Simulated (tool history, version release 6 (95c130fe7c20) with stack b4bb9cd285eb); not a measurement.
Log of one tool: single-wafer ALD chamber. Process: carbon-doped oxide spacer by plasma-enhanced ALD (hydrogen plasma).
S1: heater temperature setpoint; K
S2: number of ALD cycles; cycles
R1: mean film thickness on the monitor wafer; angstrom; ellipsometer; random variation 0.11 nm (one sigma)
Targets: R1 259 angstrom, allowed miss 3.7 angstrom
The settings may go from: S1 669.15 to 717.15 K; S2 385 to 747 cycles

Run 1, hour 0: S1 693.15 K, S2 566 cycles. Result: R1 278.13 angstrom.
Run 2, hour 9.2: S1 699.15 K, S2 566 cycles. Result: R1 272.49 angstrom.
Run 3, hour 18.7: S1 701.15 K, S2 564 cycles. Result: R1 271.45 angstrom.
Run 4, hour 27.9: S1 703.15 K, S2 561 cycles. Result: R1 267.8 angstrom.
Run 5, hour 37.9: S1 705.15 K, S2 559 cycles. Result: R1 263.56 angstrom.
Run 6, hour 44.4: S1 705.15 K, S2 489 cycles. Result: R1 230.87 angstrom.
Run 7, hour 53.4: S1 705.15 K, S2 489 cycles. Result: R1 230.47 angstrom.
Run 8, hour 62.1: S1 700.15 K, S2 493 cycles. Result: R1 239.5 angstrom.
Run 9, hour 70.1: S1 697.15 K, S2 495 cycles. Result: R1 241.28 angstrom.
Run 10, hour 75.7: S1 697.15 K, S2 495 cycles. Result: R1 241.79 angstrom.
Run 11, hour 78: S1 694.15 K, S2 497 cycles. Result: R1 243.67 angstrom.
Run 12, hour 81.5: S1 691.15 K, S2 499 cycles. Result: R1 248.48 angstrom.
Run 13, hour 85.2: S1 689.15 K, S2 500 cycles. Result: R1 249.78 angstrom.

4 next moves are on the table. One of them brings every result within its allowed miss. Which?
Run A, hour 88.9: S1 698.15 K, S2 488 cycles. Result: R1 ?.
Run B, hour 88.9: S1 685.15 K, S2 525 cycles. Result: R1 ?.
Run C, hour 88.9: S1 692.15 K, S2 501 cycles. Result: R1 ?.
Run D, hour 88.9: S1 691.15 K, S2 520 cycles. Result: R1 ?.

move      R1
   A  236.28
   B  266.44
   C  247.97
   D   258.3
A: further off than the last run
B: takes the result that was furthest off past its target
C: further off than the last run
D: meets every target
Answer: D
